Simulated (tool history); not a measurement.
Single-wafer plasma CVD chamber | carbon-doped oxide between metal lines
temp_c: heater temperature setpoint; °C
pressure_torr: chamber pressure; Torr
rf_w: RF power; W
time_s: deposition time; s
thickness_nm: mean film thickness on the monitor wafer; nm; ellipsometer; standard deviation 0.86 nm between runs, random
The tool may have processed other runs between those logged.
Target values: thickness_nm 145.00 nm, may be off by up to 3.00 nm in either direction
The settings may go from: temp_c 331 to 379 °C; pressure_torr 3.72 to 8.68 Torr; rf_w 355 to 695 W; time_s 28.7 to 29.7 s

run  hour  temp_c  pressure_torr  rf_w  time_s  thickness_nm
  1   0.0     355           6.20   525    28.7        132.44
  2   9.0     354           6.28   530    28.7        132.96
  3  12.5     353           6.32   535    28.7        134.21
  4  21.2     353           6.32   475    28.7        122.22
  5  22.4     345           6.32   475    28.7        124.24
  6  26.8     345           6.32   400    28.7        104.88
  7  30.2     345           6.37   420    28.7        111.05
  8  36.3     340           7.57   505    29.0        136.40
  9  39.5     340           7.62   510    29.0        135.69
 10  41.5     340           7.63   515    29.0        139.50

Below are 5 possible settings for the next run. Only one of them brings all results inside the allowed miss of their targets. Which is it?
  A  43.5     343           7.39   495    28.7             ?
  B  43.5     339           7.51   500    28.7             ?
  C  43.5     340           7.77   500    29.7             ?
  D  43.5     351           6.22   540    28.7             ?
  E  43.5     344           6.58   575    28.7             ?

move  thickness_nm
   A        132.27
   B        134.96
   C        139.58
   D        136.63
   E        146.92
A: further off than the last run
B: further off than the last run
C: just as far off the targets as the last run
D: further off than the last run
E: meets every target
E meets every target.

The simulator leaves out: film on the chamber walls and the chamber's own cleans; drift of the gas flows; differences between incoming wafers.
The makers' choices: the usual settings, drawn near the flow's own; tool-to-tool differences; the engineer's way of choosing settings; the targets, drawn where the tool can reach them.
